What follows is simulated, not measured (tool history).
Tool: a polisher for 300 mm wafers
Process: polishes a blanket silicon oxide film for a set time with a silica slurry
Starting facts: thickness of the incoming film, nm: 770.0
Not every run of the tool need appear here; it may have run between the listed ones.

run,hour,flow of slurry (ml/min),pressure of the wafer on the pad (kPa),speed of the pad under the wafer (m/s),abrasive content of the slurry,polishing time (s),film removed (nm)
1,0,160,35.2,1,1,104,305.1
2,7.2,160,35.2,1,1,104,303.7
3,8.5,125,35.2,1,1,104,298.64
4,10.8,125,35.2,0.82,1,104,258.16
5,14.4,125,35.2,0.7,1,104,233.94
6,20.7,125,34.5,0.7,1,104,232.48
7,27.2,125,33.8,0.7,1,104,225.51
8,34.4,125,33.1,0.7,1,104,222.14

For run 9, what comes out?
9,40.1,125,32.4,0.7,1,104,?

{"run 9": {"film removed (nm)": 213.16}}
